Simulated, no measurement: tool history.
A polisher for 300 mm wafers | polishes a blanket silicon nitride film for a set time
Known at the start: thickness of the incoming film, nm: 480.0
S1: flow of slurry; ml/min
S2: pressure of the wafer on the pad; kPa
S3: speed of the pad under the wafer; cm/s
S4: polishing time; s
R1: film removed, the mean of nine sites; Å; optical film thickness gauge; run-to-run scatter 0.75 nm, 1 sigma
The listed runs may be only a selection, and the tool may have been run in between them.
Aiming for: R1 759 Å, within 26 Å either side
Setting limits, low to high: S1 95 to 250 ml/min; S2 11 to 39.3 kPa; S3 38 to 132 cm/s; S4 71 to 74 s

run  hour   S1    S2  S3  S4      R1
  1     0  160  24.8  84  71  988.62
  2   1.4  160  26.9  84  71  1040.4
  3   8.4  160  26.2  84  71  1017.7
  4   9.8  160  25.5  84  71  1010.7
  5  15.3  160  24.8  84  71  984.18
  6  24.2  160  24.1  84  71  970.77
     25.9  -- head pressure recalibrated
  7  25.9  160  23.4  84  71  907.69
  8  31.3  160  22.8  84  71  890.31
  9  34.9  150  20.7  84  71  849.96

Exactly one of the 5 candidate moves below puts every result within its allowed miss. Which one?
  A  38.5  150  24.8  90  74   ?
  B  38.5  145  21.4  88  73   ?
  C  38.5  135  26.2  74  74   ?
  D  38.5  135  20.7  78  74   ?
  E  38.5  200  15.2  88  71   ?

move      R1
   A  1005.7
   B  889.39
   C  876.65
   D  796.38
   E   751.6
A: further off than the last run
B: further off than the last run
C: further off than the last run
D: better than the last run, though not everything is in spec
E: meets every target
Answer: E

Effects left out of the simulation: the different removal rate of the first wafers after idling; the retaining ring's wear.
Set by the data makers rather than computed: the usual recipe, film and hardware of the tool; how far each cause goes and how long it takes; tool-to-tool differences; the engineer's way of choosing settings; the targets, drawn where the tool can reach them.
